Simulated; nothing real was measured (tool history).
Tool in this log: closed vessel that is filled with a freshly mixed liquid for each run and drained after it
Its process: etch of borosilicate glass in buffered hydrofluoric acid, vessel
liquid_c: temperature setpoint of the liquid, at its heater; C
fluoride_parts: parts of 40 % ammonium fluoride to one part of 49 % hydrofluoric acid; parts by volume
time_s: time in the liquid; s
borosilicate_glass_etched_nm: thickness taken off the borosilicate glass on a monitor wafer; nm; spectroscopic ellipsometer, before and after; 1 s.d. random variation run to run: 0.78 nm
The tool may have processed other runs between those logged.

run,hour,liquid_c,fluoride_parts,time_s,borosilicate_glass_etched_nm
1,0,20,12,85,80.379
2,4,21,11.5,85,88.414
3,11.3,22,11,85,97.654
4,16.4,22,13,85,82.37
5,20.5,20,13,85,74.011
# hour 23.8: thermometer replaced
6,23.8,21,12.5,85,74.735

Run 7, settings as shown, results not yet in. Your forecast:
7,26.2,22,12,85,?

Run 7 produced borosilicate_glass_etched_nm 81.679 nm.
